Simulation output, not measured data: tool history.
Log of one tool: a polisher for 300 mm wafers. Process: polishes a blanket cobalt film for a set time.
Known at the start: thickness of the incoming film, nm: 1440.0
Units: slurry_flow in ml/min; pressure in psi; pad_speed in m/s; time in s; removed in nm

Run 1, hour 0: slurry_flow 225 ml/min, pressure 1.7 psi, pad_speed 1.02 m/s, time 47 s. Result: removed 185.24 nm.
Run 2, hour 1.8: slurry_flow 225 ml/min, pressure 2.1 psi, pad_speed 1.02 m/s, time 47 s. Result: removed 224.48 nm.
Run 3, hour 8.7: slurry_flow 225 ml/min, pressure 2.1 psi, pad_speed 1.28 m/s, time 47 s. Result: removed 278.44 nm.
Run 4, hour 9.4: slurry_flow 225 ml/min, pressure 1.8 psi, pad_speed 1.14 m/s, time 46 s. Result: removed 208.4 nm.
Run 5, hour 11.8: slurry_flow 225 ml/min, pressure 1.8 psi, pad_speed 1.14 m/s, time 47 s. Result: removed 216.45 nm.
Run 6, hour 13.8: slurry_flow 225 ml/min, pressure 1.6 psi, pad_speed 1.02 m/s, time 47 s. Result: removed 174.69 nm.
Run 7, hour 20.8: slurry_flow 225 ml/min, pressure 1.4 psi, pad_speed 0.94 m/s, time 47 s. Result: removed 140.01 nm.
Run 8, hour 24.4: slurry_flow 225 ml/min, pressure 1.4 psi, pad_speed 0.94 m/s, time 47 s. Result: removed 141.57 nm.
Run 9, hour 26.2: slurry_flow 215 ml/min, pressure 0.9 psi, pad_speed 0.66 m/s, time 46 s. Result: removed 65.283 nm.
Run 10, hour 34.1: slurry_flow 215 ml/min, pressure 0.9 psi, pad_speed 0.66 m/s, time 46 s. Result: removed 65.358 nm.
Run 11, hour 39.9: slurry_flow 225 ml/min, pressure 0.9 psi, pad_speed 0.66 m/s, time 46 s. Result: removed 65.781 nm.
Run 12, hour 47.1: slurry_flow 230 ml/min, pressure 0.9 psi, pad_speed 0.66 m/s, time 46 s. Result: removed 66.401 nm.

The next listed run, before its measurement:
Run 13, hour 56: slurry_flow 235 ml/min, pressure 0.9 psi, pad_speed 0.66 m/s, time 46 s. Result: removed ?.

Run 13 gave removed 65.627 nm.
